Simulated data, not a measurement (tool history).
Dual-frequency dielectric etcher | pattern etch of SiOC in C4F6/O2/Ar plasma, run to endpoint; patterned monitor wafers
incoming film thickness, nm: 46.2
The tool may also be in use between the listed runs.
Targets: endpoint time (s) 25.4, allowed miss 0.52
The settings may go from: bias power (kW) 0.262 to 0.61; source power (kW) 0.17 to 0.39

run 1 hour=0 | bias_power_(kW)=0.436 source_power_(kW)=0.28 | endpoint_time_(s)=18.822
run 2 hour=7.8 | bias_power_(kW)=0.436 source_power_(kW)=0.26 | endpoint_time_(s)=19.555
run 3 hour=16.6 | bias_power_(kW)=0.419 source_power_(kW)=0.25 | endpoint_time_(s)=20.094
run 4 hour=25.4 | bias_power_(kW)=0.404 source_power_(kW)=0.24 | endpoint_time_(s)=21.131
run 5 hour=30.5 | bias_power_(kW)=0.332 source_power_(kW)=0.24 | endpoint_time_(s)=23.684
run 6 hour=35.8 | bias_power_(kW)=0.332 source_power_(kW)=0.27 | endpoint_time_(s)=22.256
run 7 hour=40.5 | bias_power_(kW)=0.325 source_power_(kW)=0.27 | endpoint_time_(s)=22.447
run 8 hour=46.6 | bias_power_(kW)=0.318 source_power_(kW)=0.27 | endpoint_time_(s)=22.872
run 9 hour=51.4 | bias_power_(kW)=0.312 source_power_(kW)=0.27 | endpoint_time_(s)=22.983
run 10 hour=57 | bias_power_(kW)=0.307 source_power_(kW)=0.27 | endpoint_time_(s)=23.601
run 11 hour=57.8 | bias_power_(kW)=0.303 source_power_(kW)=0.27 | endpoint_time_(s)=23.761

4 next moves are on the table. One of them brings every result within its allowed miss. Which?
run A hour=58.6 | bias_power_(kW)=0.262 source_power_(kW)=0.28 | endpoint_time_(s)=?
run B hour=58.6 | bias_power_(kW)=0.27 source_power_(kW)=0.24 | endpoint_time_(s)=?
run C hour=58.6 | bias_power_(kW)=0.262 source_power_(kW)=0.26 | endpoint_time_(s)=?
run D hour=58.6 | bias_power_(kW)=0.316 source_power_(kW)=0.2 | endpoint_time_(s)=?

move=A endpoint_time_(s)=25.621
move=B endpoint_time_(s)=27.151
move=C endpoint_time_(s)=26.599
move=D endpoint_time_(s)=26.98
A: meets every target
B: takes the result that was furthest off past its target
C: takes the result that was furthest off past its target
D: takes the result that was furthest off past its target
The right move is A.
